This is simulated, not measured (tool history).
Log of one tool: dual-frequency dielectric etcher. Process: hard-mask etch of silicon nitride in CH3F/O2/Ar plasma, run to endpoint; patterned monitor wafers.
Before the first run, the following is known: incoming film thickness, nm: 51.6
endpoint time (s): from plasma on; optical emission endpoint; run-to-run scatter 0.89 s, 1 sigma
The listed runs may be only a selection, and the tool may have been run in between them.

run,day,source power (W),bias power (W),endpoint time (s)
1,0,310,61,82.141
2,0.208,280,61,84.622
3,0.329,250,61,88.352
4,0.554,240,59,90.648
5,0.662,270,59,86.139
6,0.779,250,57,90.918
7,1.083,240,56,92.475
8,1.183,240,56,92.743

Run 9, settings as shown, results not yet in. Your forecast:
9,1.275,230,55,?

endpoint time (s): 93.36
